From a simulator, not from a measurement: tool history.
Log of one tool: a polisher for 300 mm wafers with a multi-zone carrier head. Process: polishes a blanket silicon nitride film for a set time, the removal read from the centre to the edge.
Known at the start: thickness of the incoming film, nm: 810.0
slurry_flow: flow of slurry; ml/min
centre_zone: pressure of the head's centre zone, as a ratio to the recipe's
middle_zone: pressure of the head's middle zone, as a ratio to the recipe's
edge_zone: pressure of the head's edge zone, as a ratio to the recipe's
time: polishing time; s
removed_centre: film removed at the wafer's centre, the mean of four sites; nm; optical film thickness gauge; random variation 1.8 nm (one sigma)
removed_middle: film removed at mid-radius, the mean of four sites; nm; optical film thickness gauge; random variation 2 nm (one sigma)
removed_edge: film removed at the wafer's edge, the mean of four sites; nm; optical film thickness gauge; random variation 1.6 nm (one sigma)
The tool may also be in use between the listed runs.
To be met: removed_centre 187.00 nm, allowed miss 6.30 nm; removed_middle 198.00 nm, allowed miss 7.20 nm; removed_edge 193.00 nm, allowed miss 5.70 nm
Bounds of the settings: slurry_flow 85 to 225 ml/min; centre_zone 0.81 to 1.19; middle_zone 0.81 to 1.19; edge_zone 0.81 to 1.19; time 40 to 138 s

run 1 day=0.000 | slurry_flow=145 centre_zone=1.00 middle_zone=1.00 edge_zone=1.00 time=88 | removed_centre=146.23 removed_middle=147.24 removed_edge=149.33
run 2 day=0.346 | slurry_flow=115 centre_zone=1.00 middle_zone=1.00 edge_zone=1.00 time=88 | removed_centre=137.21 removed_middle=139.04 removed_edge=142.74
run 3 day=0.417 | slurry_flow=115 centre_zone=0.96 middle_zone=1.00 edge_zone=1.00 time=88 | removed_centre=132.33 removed_middle=135.94 removed_edge=142.48
run 4 day=0.471 | slurry_flow=145 centre_zone=0.96 middle_zone=1.00 edge_zone=1.00 time=88 | removed_centre=140.12 removed_middle=145.89 removed_edge=147.94
run 5 day=0.567 | slurry_flow=150 centre_zone=0.97 middle_zone=1.01 edge_zone=1.02 time=89 | removed_centre=144.53 removed_middle=150.13 removed_edge=151.68
run 6 day=0.788 | slurry_flow=155 centre_zone=0.97 middle_zone=1.02 edge_zone=1.03 time=90 | removed_centre=146.97 removed_middle=153.06 removed_edge=156.87
run 7 day=1.025 | slurry_flow=195 centre_zone=1.07 middle_zone=1.12 edge_zone=1.12 time=99 | removed_centre=188.13 removed_middle=188.50 removed_edge=182.12
run 8 day=1.354 | slurry_flow=195 centre_zone=1.07 middle_zone=1.12 edge_zone=1.13 time=99 | removed_centre=187.16 removed_middle=193.21 removed_edge=184.99
run 9 day=1.388 | slurry_flow=200 centre_zone=1.06 middle_zone=1.12 edge_zone=1.15 time=99 | removed_centre=189.08 removed_middle=192.25 removed_edge=185.54

Which of these 4 next moves meets every target?
run A day=1.421 | slurry_flow=155 centre_zone=0.98 middle_zone=1.02 edge_zone=1.19 time=108 | removed_centre=? removed_middle=? removed_edge=?
run B day=1.421 | slurry_flow=180 centre_zone=1.08 middle_zone=1.04 edge_zone=1.12 time=101 | removed_centre=? removed_middle=? removed_edge=?
run C day=1.421 | slurry_flow=195 centre_zone=1.10 middle_zone=1.13 edge_zone=1.03 time=98 | removed_centre=? removed_middle=? removed_edge=?
run D day=1.421 | slurry_flow=205 centre_zone=1.04 middle_zone=1.13 edge_zone=1.18 time=101 | removed_centre=? removed_middle=? removed_edge=?

move=A removed_centre=182.39 removed_middle=186.10 removed_edge=202.61
move=B removed_centre=194.04 removed_middle=181.79 removed_edge=187.29
move=C removed_centre=194.70 removed_middle=191.83 removed_edge=175.73
move=D removed_centre=191.24 removed_middle=199.22 removed_edge=195.11
A: takes the result that was furthest off past its target
B: further off than the last run
C: further off than the last run
D: meets every target
Answer: D
